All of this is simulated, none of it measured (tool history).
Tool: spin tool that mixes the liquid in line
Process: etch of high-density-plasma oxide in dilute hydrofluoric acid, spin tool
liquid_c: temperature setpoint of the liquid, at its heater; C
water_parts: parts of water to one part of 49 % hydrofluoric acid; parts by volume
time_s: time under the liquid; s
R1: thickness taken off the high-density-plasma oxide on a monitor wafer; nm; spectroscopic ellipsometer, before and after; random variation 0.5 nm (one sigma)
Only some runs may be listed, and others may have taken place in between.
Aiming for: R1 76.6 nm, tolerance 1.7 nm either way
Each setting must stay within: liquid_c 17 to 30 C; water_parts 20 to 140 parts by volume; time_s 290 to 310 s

run 1 day=0 | liquid_c=22 water_parts=75 time_s=290 | R1=33.853
run 2 day=0.058 | liquid_c=22 water_parts=75 time_s=290 | R1=34.055
run 3 day=0.271 | liquid_c=22 water_parts=60 time_s=290 | R1=43.06
run 4 day=0.458 | liquid_c=22 water_parts=60 time_s=310 | R1=46.005
run 5 day=0.533 | liquid_c=23 water_parts=60 time_s=310 | R1=47.771
run 6 day=0.721 | liquid_c=25 water_parts=60 time_s=310 | R1=52.23
run 7 day=0.942 | liquid_c=25.5 water_parts=60 time_s=310 | R1=52.836
run 8 day=1.196 | liquid_c=26 water_parts=60 time_s=310 | R1=54.289
run 9 day=1.371 | liquid_c=26.5 water_parts=60 time_s=310 | R1=55.469
run 10 day=1.575 | liquid_c=30 water_parts=45 time_s=310 | R1=86.884
run 11 day=1.642 | liquid_c=29.5 water_parts=45 time_s=310 | R1=84.495

Which single option among these 5 for the next run brings every result within its allowed miss of target? Just one does.
run A day=1.708 | liquid_c=30 water_parts=50 time_s=305 | R1=?
run B day=1.708 | liquid_c=26.5 water_parts=45 time_s=295 | R1=?
run C day=1.708 | liquid_c=29 water_parts=40 time_s=300 | R1=?
run D day=1.708 | liquid_c=30 water_parts=40 time_s=310 | R1=?
run E day=1.708 | liquid_c=29.5 water_parts=45 time_s=305 | R1=?

move=A R1=76.267
move=B R1=71.814
move=C R1=91.521
move=D R1=98.409
move=E R1=83.727
A: all results in spec
B: pushes the last run's worst result past its target
C: misses by more than the last run did
D: misses by more than the last run did
E: closes in on the targets versus the last run, not all within tolerance yet
Go with A: it meets all targets.
